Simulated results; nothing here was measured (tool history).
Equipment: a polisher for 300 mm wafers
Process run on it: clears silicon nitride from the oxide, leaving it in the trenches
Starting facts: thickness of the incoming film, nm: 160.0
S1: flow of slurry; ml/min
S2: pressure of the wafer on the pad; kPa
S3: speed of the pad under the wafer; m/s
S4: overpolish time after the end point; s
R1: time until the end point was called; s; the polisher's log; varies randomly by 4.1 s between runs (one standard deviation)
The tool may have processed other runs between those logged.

run	hour	S1	S2	S3	S4	R1
1	0	255	21.4	0.96	4	157.69
2	3.9	280	21.4	0.96	4	157.39
3	5.2	280	21.4	1.18	4	130.65
4	7	275	17.9	1	4	176.57
5	8	275	17.9	1	4	176.58
6	9.5	270	15.2	0.86	4	241.14
7	14.8	270	13.8	0.82	4	277.11

Predict the results of run 8:
8	22.5	265	9.7	0.72	4	?

Run 8 measured R1 433.62 s.
